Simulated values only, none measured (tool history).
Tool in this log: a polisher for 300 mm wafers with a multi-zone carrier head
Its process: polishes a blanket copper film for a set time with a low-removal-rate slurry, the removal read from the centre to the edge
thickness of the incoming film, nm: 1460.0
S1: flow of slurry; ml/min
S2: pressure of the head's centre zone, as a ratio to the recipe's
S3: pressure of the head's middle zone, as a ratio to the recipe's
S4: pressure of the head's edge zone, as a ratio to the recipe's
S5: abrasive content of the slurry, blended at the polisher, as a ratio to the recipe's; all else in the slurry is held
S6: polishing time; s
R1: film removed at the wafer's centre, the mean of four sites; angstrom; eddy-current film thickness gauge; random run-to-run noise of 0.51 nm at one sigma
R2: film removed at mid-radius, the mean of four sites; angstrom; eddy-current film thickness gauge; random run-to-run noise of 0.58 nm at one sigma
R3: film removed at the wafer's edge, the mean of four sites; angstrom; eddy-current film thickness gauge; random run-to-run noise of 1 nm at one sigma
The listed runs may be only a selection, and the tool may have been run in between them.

| run | hour | S1 | S2 | S3 | S4 | S5 | S6 | R1 | R2 | R3 |
|---|---|---|---|---|---|---|---|---|---|---|
| 1 | 0 | 300 | 1 | 1 | 1 | 1 | 30 | 892.64 | 888.52 | 876 |
| 2 | 2 | 295 | 0.97 | 0.97 | 1 | 0.9 | 29 | 820.97 | 832.57 | 838.87 |
| 3 | 5.5 | 295 | 1.04 | 0.97 | 1 | 0.9 | 29 | 873.8 | 813.33 | 814.94 |
| 4 | 8.3 | 295 | 1.04 | 0.97 | 1.05 | 0.9 | 29 | 870.34 | 818.46 | 870.75 |
| 5 | 10.3 | 290 | 1.01 | 0.94 | 1.05 | 0.8 | 28 | 799.91 | 756.38 | 813.6 |
| 6 | 16.1 | 290 | 1.01 | 0.98 | 1.05 | 0.8 | 28 | 804.74 | 781.1 | 840.66 |

The next listed run, before its measurement:
| 7 | 19.1 | 250 | 0.91 | 0.88 | 1.11 | 0.55 | 27 | ? | ? | ? |

Logged for run 7: R1 648.62 angstrom, R2 643.32 angstrom, R3 734.81 angstrom.
